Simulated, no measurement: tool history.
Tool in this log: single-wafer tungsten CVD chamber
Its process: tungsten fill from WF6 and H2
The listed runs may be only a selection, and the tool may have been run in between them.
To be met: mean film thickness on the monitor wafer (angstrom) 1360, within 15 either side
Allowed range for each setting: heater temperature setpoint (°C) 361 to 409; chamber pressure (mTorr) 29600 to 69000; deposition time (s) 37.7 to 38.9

run	hour	heater temperature setpoint (°C)	chamber pressure (mTorr)	deposition time (s)	mean film thickness on the monitor wafer (angstrom)
1	0	385	49300	37.7	1281.8
2	1.2	387	49300	37.7	1319.7
3	7.7	387	42500	37.7	1244.2
4	12.2	377	42500	37.7	1030.1
5	16.2	377	42500	38.9	1057.1
# hour 17.4: thermocouple changed; heater temperature recalibrated
6	17.4	377	42500	38.9	957.65
7	19.4	379	42500	38.9	994.98
8	21.6	391	42800	38.9	1248.4
9	26.3	392	42800	38.9	1276.3
10	27.6	393	42800	38.9	1293.2
11	31.4	393	42800	38.9	1298.1

Exactly one of the 4 candidate moves below puts every result within its allowed miss. Which one?
A	35.2	394	41900	37.7	?
B	35.2	391	43700	38.9	?
C	35.2	392	36800	38.9	?
D	35.2	389	55400	38.8	?

move	mean film thickness on the monitor wafer (angstrom)
A	1264.5
B	1262.1
C	1180.6
D	1358.1
A: the biggest miss grows against the last run
B: the biggest miss grows against the last run
C: the biggest miss grows against the last run
D: in spec on every target
D meets every target.
